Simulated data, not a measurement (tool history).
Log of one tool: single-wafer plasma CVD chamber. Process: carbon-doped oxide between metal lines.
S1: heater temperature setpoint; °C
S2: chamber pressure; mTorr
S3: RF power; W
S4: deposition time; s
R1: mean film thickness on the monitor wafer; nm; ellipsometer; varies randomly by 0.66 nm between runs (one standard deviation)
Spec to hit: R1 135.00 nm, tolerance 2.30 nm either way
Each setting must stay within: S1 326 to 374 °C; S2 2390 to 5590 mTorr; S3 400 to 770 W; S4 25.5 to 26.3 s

run	hour	S1	S2	S3	S4	R1
1	0.0	350	3990	585	25.5	144.05
2	5.8	350	3990	615	25.5	149.06
3	8.5	350	3990	615	26.3	154.01
4	10.3	350	3990	695	26.3	164.79
5	13.1	353	3730	660	26.2	157.55
6	20.0	355	3600	625	26.1	150.18
7	24.0	357	3430	610	26.1	146.14
8	28.0	359	3260	600	26.1	143.24
9	30.7	359	3260	600	26.1	142.47

Exercise: of the 5 proposed moves below, exactly one satisfies all targets within the stated allowed misses. Which move is it?
A	33.4	360	3080	600	26.3	?
B	33.4	364	3210	585	25.5	?
C	33.4	349	2530	620	25.7	?
D	33.4	360	3310	620	25.5	?
E	33.4	359	2510	620	26.3	?

move	R1
A	142.29
B	134.76
C	145.33
D	141.93
E	144.14
A: just as far off the targets as the last run
B: hits every target within its allowed miss
C: moves away from the targets compared with the last run
D: gains on the last run, yet a result remains outside its allowed miss
E: moves away from the targets compared with the last run
Move B is the one to make.
